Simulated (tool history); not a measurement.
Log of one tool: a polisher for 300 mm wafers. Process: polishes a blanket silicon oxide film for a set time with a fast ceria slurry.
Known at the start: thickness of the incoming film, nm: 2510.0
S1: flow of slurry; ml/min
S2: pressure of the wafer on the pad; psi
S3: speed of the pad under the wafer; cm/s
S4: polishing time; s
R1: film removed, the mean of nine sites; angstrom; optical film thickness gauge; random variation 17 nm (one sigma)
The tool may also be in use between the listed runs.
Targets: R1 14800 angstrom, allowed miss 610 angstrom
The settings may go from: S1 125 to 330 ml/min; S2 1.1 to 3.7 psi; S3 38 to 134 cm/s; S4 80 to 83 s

run,hour,S1,S2,S3,S4,R1
1,0,210,2.4,86,80,9728.2
2,8.4,210,2.4,86,83,9915.3
3,11.4,210,2.6,86,83,10819
4,18.2,210,2.6,86,80,10141
5,26.5,210,2.8,86,80,10945
6,29.5,210,2.9,86,80,10875
7,31.4,210,3,88,80,11258
8,35,210,3.1,90,80,11822
9,41,215,3.7,92,80,13870

4 next moves are on the table. One of them brings every result within its allowed miss. Which?
A,47,230,3.3,96,80,?
B,47,180,3.7,84,83,?
C,47,235,3.7,94,82,?
D,47,280,3.6,86,80,?

move,R1
A,13477
B,12895
C,14673
D,13110
A: further off than the last run
B: further off than the last run
C: meets every target
D: further off than the last run
Move C is the one to make.

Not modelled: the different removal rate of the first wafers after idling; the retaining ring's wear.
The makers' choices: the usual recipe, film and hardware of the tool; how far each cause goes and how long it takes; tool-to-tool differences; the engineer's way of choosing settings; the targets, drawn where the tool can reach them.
